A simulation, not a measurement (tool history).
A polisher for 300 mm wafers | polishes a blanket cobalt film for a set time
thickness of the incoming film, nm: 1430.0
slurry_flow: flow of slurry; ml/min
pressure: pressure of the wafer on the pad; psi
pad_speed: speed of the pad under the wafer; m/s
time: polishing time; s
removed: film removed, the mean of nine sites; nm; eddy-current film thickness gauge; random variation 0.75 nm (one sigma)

{"run": 1, "day": 0.0, "slurry_flow": 235, "pressure": 1.3, "pad_speed": 0.76, "time": 43, "removed": 89.126}
{"run": 2, "day": 0.262, "slurry_flow": 240, "pressure": 1.4, "pad_speed": 0.76, "time": 43, "removed": 95.606}
{"run": 3, "day": 0.329, "slurry_flow": 240, "pressure": 1.5, "pad_speed": 0.76, "time": 43, "removed": 100.26}
{"run": 4, "day": 0.433, "slurry_flow": 240, "pressure": 1.3, "pad_speed": 0.76, "time": 43, "removed": 87.305}
{"run": 5, "day": 0.612, "slurry_flow": 275, "pressure": 1.3, "pad_speed": 0.76, "time": 43, "removed": 89.331}
{"run": 6, "day": 0.962, "slurry_flow": 275, "pressure": 1.3, "pad_speed": 0.76, "time": 43, "removed": 89.472}

Forecast run 7:
{"run": 7, "day": 1.05, "slurry_flow": 275, "pressure": 1.4, "pad_speed": 0.76, "time": 43, "removed": "?"}

removed: 95.639 nm

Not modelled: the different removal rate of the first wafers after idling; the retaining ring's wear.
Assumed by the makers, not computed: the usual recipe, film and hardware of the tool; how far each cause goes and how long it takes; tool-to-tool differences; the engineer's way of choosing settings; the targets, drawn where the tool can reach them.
